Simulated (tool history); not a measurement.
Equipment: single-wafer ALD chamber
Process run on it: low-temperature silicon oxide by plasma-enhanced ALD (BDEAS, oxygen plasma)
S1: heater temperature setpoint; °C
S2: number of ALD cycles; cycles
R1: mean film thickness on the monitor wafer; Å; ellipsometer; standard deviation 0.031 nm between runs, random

{"run": 1, "hour": 0.0, "S1": 90, "S2": 31, "R1": 47.429}
{"run": 2, "hour": 3.1, "S1": 87, "S2": 32, "R1": 49.263}
{"run": 3, "hour": 3.9, "S1": 84, "S2": 33, "R1": 51.851}
{"run": 4, "hour": 10.4, "S1": 76, "S2": 33, "R1": 53.104}
{"run": 5, "hour": 14.9, "S1": 68, "S2": 33, "R1": 54.783}
{"run": 6, "hour": 17.6, "S1": 68, "S2": 30, "R1": 50.065}

The next listed run, before its measurement:
{"run": 7, "hour": 21.1, "S1": 68, "S2": 31, "R1": "?"}

R1: 51.115 Å

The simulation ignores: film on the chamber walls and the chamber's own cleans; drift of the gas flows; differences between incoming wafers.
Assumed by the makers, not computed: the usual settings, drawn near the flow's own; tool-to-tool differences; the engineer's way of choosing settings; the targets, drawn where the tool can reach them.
